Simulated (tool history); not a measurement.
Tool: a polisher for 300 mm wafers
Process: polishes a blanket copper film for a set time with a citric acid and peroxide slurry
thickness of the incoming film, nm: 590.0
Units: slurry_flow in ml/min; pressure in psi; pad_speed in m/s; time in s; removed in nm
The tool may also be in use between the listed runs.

{"run": 1, "hour": 0.0, "slurry_flow": 210, "pressure": 3, "pad_speed": 0.84, "slurry_solids": 1, "time": 108, "removed": 238.6}
{"run": 2, "hour": 2.5, "slurry_flow": 210, "pressure": 2.7, "pad_speed": 0.84, "slurry_solids": 1, "time": 108, "removed": 213.26}
{"run": 3, "hour": 8.8, "slurry_flow": 210, "pressure": 3.1, "pad_speed": 0.84, "slurry_solids": 1, "time": 108, "removed": 243.1}
{"run": 4, "hour": 10.5, "slurry_flow": 210, "pressure": 3.1, "pad_speed": 0.84, "slurry_solids": 1, "time": 113, "removed": 251.3}
{"run": 5, "hour": 12.7, "slurry_flow": 210, "pressure": 2.7, "pad_speed": 0.84, "slurry_solids": 1, "time": 113, "removed": 226.3}
{"run": 6, "hour": 19.5, "slurry_flow": 210, "pressure": 2.4, "pad_speed": 0.84, "slurry_solids": 1, "time": 113, "removed": 201.07}
{"run": 7, "hour": 26.4, "slurry_flow": 210, "pressure": 2.2, "pad_speed": 0.84, "slurry_solids": 1, "time": 113, "removed": 181.79}
{"run": 8, "hour": 27.5, "slurry_flow": 210, "pressure": 2.1, "pad_speed": 0.84, "slurry_solids": 1, "time": 113, "removed": 179.06}

Forecast run 9:
{"run": 9, "hour": 30.0, "slurry_flow": 210, "pressure": 2, "pad_speed": 0.84, "slurry_solids": 1, "time": 113, "removed": "?"}

removed: 168.1 nm
